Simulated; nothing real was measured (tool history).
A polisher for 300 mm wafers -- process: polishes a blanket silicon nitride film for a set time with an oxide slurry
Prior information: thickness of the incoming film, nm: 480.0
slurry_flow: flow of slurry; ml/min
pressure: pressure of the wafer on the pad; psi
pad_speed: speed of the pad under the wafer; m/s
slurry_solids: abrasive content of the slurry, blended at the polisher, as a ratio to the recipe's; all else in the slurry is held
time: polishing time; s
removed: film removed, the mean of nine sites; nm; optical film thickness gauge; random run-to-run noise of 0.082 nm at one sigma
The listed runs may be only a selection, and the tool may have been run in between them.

{"run": 1, "hour": 0.0, "slurry_flow": 275, "pressure": 2.4, "pad_speed": 1.02, "slurry_solids": 1.0, "time": 49, "removed": 17.958}
{"run": 2, "hour": 5.8, "slurry_flow": 270, "pressure": 2.2, "pad_speed": 1.02, "slurry_solids": 1.0, "time": 49, "removed": 16.631}
{"run": 3, "hour": 12.5, "slurry_flow": 270, "pressure": 2.0, "pad_speed": 1.02, "slurry_solids": 1.0, "time": 49, "removed": 14.995}
{"run": 4, "hour": 16.1, "slurry_flow": 270, "pressure": 1.9, "pad_speed": 1.02, "slurry_solids": 1.0, "time": 49, "removed": 14.225}
{"run": 5, "hour": 18.0, "slurry_flow": 270, "pressure": 1.8, "pad_speed": 1.02, "slurry_solids": 1.0, "time": 49, "removed": 13.561}
{"run": 6, "hour": 24.5, "slurry_flow": 270, "pressure": 2.1, "pad_speed": 1.02, "slurry_solids": 1.0, "time": 49, "removed": 15.681}
{"run": 7, "hour": 26.4, "slurry_flow": 270, "pressure": 2.1, "pad_speed": 1.02, "slurry_solids": 1.0, "time": 49, "removed": 15.816}
{"run": 8, "hour": 29.4, "slurry_flow": 270, "pressure": 2.0, "pad_speed": 1.02, "slurry_solids": 1.0, "time": 49, "removed": 14.965}
{"run": 9, "hour": 34.6, "slurry_flow": 270, "pressure": 1.9, "pad_speed": 1.02, "slurry_solids": 1.0, "time": 49, "removed": 14.3}
{"run": 10, "hour": 40.6, "slurry_flow": 270, "pressure": 1.9, "pad_speed": 1.02, "slurry_solids": 1.0, "time": 49, "removed": 14.227}
{"run": 11, "hour": 43.0, "slurry_flow": 270, "pressure": 1.8, "pad_speed": 1.02, "slurry_solids": 1.0, "time": 49, "removed": 13.571}
{"run": 12, "hour": 51.6, "slurry_flow": 270, "pressure": 1.7, "pad_speed": 1.02, "slurry_solids": 1.0, "time": 49, "removed": 12.818}

For run 13, what comes out?
{"run": 13, "hour": 60.0, "slurry_flow": 270, "pressure": 1.7, "pad_speed": 1.02, "slurry_solids": 1.0, "time": 49, "removed": "?"}

For run 13 the tool returned removed 12.788 nm.
